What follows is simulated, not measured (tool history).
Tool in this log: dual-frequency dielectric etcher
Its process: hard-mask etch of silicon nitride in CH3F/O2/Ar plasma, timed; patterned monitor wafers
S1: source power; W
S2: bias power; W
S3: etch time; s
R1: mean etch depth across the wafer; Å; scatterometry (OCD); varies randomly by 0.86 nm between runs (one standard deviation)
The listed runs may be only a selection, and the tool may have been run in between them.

run,hour,S1,S2,S3,R1
1,0.0,490,70,310.5,2075.5
2,2.4,490,64,310.5,2002.9
3,8.7,470,63,310.5,1961.5
4,10.8,440,63,310.5,1893.3
5,19.8,440,63,310.5,1894.5
6,20.6,440,63,323.0,1959.2
7,24.3,420,62,323.0,1921.7
8,32.7,410,62,323.0,1881.7
9,33.3,400,62,323.0,1853.4
10,36.6,390,62,323.0,1822.9
11,43.6,380,62,323.0,1815.0

Run 12, settings as shown, results not yet in. Your forecast:
12,47.7,370,62,323.0,?

For run 12 the tool returned R1 1782.0 Å.
